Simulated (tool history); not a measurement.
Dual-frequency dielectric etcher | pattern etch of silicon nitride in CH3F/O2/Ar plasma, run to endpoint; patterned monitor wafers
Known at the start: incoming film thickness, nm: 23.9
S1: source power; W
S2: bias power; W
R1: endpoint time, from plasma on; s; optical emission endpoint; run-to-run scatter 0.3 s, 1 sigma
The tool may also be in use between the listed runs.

Run 1, hour 0: S1 310 W, S2 74 W. Result: R1 37.383 s.
Run 2, hour 4.4: S1 300 W, S2 73 W. Result: R1 38.13 s.
Run 3, hour 5.7: S1 290 W, S2 72 W. Result: R1 38.466 s.
Run 4, hour 12.9: S1 290 W, S2 82 W. Result: R1 37.306 s.
Run 5, hour 18: S1 280 W, S2 80 W. Result: R1 38.055 s.
Run 6, hour 21.6: S1 270 W, S2 79 W. Result: R1 38.938 s.

The next listed run, before its measurement:
Run 7, hour 24.3: S1 260 W, S2 78 W. Result: R1 ?.

{"run 7": {"R1": 40.424}}

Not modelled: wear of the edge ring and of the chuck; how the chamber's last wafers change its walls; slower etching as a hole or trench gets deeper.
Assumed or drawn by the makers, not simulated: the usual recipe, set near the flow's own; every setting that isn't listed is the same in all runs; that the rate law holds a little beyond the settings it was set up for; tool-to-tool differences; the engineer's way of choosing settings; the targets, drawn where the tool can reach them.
